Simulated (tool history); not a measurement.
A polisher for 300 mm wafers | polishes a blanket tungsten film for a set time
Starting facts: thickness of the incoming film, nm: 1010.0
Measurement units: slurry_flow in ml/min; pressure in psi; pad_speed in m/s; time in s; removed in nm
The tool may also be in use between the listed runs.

Run 1, hour 0: slurry_flow 195 ml/min, pressure 3.9 psi, pad_speed 1.04 m/s, slurry_solids 1, time 86 s. Result: removed 482.31 nm.
Run 2, hour 2.2: slurry_flow 195 ml/min, pressure 3.9 psi, pad_speed 0.92 m/s, slurry_solids 1, time 86 s. Result: removed 433.03 nm.
Run 3, hour 3.5: slurry_flow 195 ml/min, pressure 3.9 psi, pad_speed 1.16 m/s, slurry_solids 1, time 86 s. Result: removed 527.62 nm.
Run 4, hour 9.9: slurry_flow 195 ml/min, pressure 3.6 psi, pad_speed 1.16 m/s, slurry_solids 1, time 86 s. Result: removed 504.7 nm.
Run 5, hour 15.5: slurry_flow 195 ml/min, pressure 3.6 psi, pad_speed 1.16 m/s, slurry_solids 1, time 91 s. Result: removed 522.87 nm.
Run 6, hour 24: slurry_flow 195 ml/min, pressure 3.3 psi, pad_speed 1.16 m/s, slurry_solids 1, time 91 s. Result: removed 488.12 nm.

Predict the results of run 7:
Run 7, hour 32.2: slurry_flow 195 ml/min, pressure 3.1 psi, pad_speed 1.16 m/s, slurry_solids 1, time 91 s. Result: removed ?.

{"run 7": {"removed": 465.78}}
